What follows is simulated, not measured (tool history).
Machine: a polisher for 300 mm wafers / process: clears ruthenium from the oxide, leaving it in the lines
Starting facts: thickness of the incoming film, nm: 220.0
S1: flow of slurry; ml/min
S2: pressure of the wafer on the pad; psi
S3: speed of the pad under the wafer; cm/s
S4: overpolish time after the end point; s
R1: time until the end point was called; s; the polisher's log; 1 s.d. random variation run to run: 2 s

run,day,S1,S2,S3,S4,R1
1,0,200,2,128,23,163.68
2,0.242,200,2.1,128,23,159.25
3,0.35,200,1.7,128,23,196.08
4,0.708,155,1.7,128,23,195.21
5,0.812,120,1.7,128,23,204.92
6,0.917,120,1.7,128,25,202.15

Forecast run 7:
# day 1.092: worn pad replaced by a new one
7,1.092,120,1.9,130,25,?

R1: 167.74 s

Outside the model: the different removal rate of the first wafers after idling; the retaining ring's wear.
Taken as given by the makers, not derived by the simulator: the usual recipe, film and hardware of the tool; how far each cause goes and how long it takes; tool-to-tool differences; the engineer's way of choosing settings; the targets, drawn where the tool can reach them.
